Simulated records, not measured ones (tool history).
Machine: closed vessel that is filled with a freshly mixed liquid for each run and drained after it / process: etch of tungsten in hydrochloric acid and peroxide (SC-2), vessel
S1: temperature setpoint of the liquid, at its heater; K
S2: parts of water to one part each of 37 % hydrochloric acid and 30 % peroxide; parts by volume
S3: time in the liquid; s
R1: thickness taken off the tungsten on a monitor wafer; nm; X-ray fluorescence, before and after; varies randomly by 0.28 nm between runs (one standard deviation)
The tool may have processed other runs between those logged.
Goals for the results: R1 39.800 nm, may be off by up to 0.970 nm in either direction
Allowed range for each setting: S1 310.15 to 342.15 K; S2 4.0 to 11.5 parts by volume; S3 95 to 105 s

run  hour      S1   S2   S3      R1
  1   0.0  326.15  6.5   95  21.059
  2   4.6  326.15  6.5  105  23.556
  3  13.0  327.15  6.5  105  25.122
  4  21.1  328.15  6.5  105  26.647
  5  29.6  329.15  6.5  105  28.339
  6  33.0  329.15  6.5  105  28.219
  7  36.0  335.65  6.5  105  42.508
  8  43.4  335.15  6.5  105  40.913

Below are 4 possible settings for the next run. Only one of them brings all results inside the allowed miss of their targets. Which is it?
  A  50.8  333.15  5.0   95   ?
  B  50.8  337.15  7.0  100   ?
  C  50.8  335.15  6.5   95   ?
  D  50.8  338.15  7.5  100   ?

move      R1
   A  40.248
   B  42.224
   C  37.548
   D  42.521
A: all results in spec
B: further off than the last run
C: takes the biggest miss from the last run beyond its target
D: further off than the last run
Move A is the one to make.
